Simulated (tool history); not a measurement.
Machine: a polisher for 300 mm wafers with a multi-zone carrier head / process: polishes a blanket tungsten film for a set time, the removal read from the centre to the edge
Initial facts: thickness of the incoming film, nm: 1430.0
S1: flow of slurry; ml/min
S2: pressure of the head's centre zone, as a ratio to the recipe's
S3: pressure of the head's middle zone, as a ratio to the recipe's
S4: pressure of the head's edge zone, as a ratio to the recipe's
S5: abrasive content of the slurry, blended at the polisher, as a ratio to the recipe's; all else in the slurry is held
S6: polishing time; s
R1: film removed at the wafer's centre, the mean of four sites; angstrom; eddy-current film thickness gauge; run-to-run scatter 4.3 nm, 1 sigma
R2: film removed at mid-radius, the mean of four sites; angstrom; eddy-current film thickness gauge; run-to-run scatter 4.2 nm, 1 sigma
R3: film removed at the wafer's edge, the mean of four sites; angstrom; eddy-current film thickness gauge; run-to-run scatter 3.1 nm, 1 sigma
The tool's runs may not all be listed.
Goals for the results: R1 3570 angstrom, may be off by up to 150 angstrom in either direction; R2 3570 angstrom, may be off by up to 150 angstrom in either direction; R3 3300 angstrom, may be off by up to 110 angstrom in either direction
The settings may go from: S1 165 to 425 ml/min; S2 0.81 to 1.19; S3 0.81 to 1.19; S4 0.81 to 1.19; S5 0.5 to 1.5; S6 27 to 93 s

| run | day | S1 | S2 | S3 | S4 | S5 | S6 | R1 | R2 | R3 |
|---|---|---|---|---|---|---|---|---|---|---|
| 1 | 0 | 275 | 1 | 1 | 1 | 1 | 59 | 2609.3 | 2544.7 | 2548.9 |
| 2 | 0.321 | 280 | 1.03 | 1.05 | 1.03 | 1.15 | 61 | 2832.3 | 2830.5 | 2701.9 |
| 3 | 0.638 | 280 | 1.03 | 0.98 | 1.03 | 1.15 | 61 | 2764.1 | 2632.3 | 2739.8 |
| 4 | 0.792 | 285 | 1.05 | 1.02 | 1.04 | 1.25 | 64 | 3137.9 | 2884.1 | 2895.6 |
| 5 | 0.975 | 285 | 1.05 | 1.02 | 1.04 | 1.15 | 64 | 3029.3 | 2915.1 | 2820.3 |
| 6 | 1.308 | 285 | 1.05 | 1.05 | 1.05 | 1.25 | 66 | 3209.1 | 3106.3 | 2990.2 |
| 7 | 1.517 | 285 | 1.05 | 1.05 | 1.05 | 1.25 | 66 | 3190.4 | 3076.3 | 2965.7 |
| 8 | 1.833 | 290 | 1.05 | 1.07 | 1.06 | 1.35 | 67 | 3230.9 | 3204.2 | 3083.7 |
| 9 | 2.129 | 290 | 1.06 | 1.09 | 1.07 | 1.4 | 68 | 3375.6 | 3368.8 | 3148 |

Which one of the following 5 next-run settings gets every result inside its allowed miss? There is exactly one.
| A | 2.425 | 290 | 0.91 | 1.03 | 1.12 | 1.3 | 77 | ? | ? | ? |
| B | 2.425 | 270 | 1.15 | 1.02 | 1.04 | 1.4 | 66 | ? | ? | ? |
| C | 2.425 | 295 | 1.09 | 1.13 | 1.1 | 1.3 | 71 | ? | ? | ? |
| D | 2.425 | 300 | 1.02 | 1.05 | 1.07 | 1.4 | 74 | ? | ? | ? |
| E | 2.425 | 265 | 1.17 | 0.96 | 1.05 | 1.4 | 71 | ? | ? | ? |

| move | R1 | R2 | R3 |
|---|---|---|---|
| A | 3247.5 | 3612 | 3617.5 |
| B | 3540.7 | 3084.4 | 3028.4 |
| C | 3601.5 | 3608.1 | 3310.1 |
| D | 3564.4 | 3588.3 | 3465.2 |
| E | 3864.5 | 3145.4 | 3267.9 |
A: moves the result that the last run missed by most past its target, out the other side
B: misses by more than the last run did
C: meets every target
D: moves the result that the last run missed by most past its target, out the other side
E: the worst result of the last run now meets its target, but another is out of spec
Move C is the one to make.
